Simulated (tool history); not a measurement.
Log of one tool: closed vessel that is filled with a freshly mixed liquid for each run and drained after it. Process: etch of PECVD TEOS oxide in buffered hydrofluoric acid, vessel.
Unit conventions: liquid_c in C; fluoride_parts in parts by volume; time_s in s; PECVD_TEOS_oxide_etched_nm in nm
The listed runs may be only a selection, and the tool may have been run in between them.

| run | hour | liquid_c | fluoride_parts | time_s | PECVD_TEOS_oxide_etched_nm |
|---|---|---|---|---|---|
| 1 | 0.0 | 21.0 | 15.0 | 30 | 21.059 |
| 2 | 7.6 | 20.0 | 15.5 | 30 | 19.027 |
| 3 | 8.5 | 20.0 | 15.5 | 30 | 18.945 |
| 4 | 17.5 | 20.0 | 13.0 | 30 | 22.722 |
| 5 | 25.5 | 19.0 | 14.0 | 30 | 19.774 |
| 6 | 27.1 | 18.5 | 14.5 | 30 | 18.704 |
| 7 | 30.3 | 18.0 | 15.0 | 30 | 17.566 |
| 8 | 31.6 | 17.5 | 15.5 | 30 | 16.487 |

Estimate the outcome of run 9 from the log above:
| 9 | 38.8 | 17.0 | 15.5 | 30 | ? |

{"run 9": {"PECVD_TEOS_oxide_etched_nm": 15.99}}
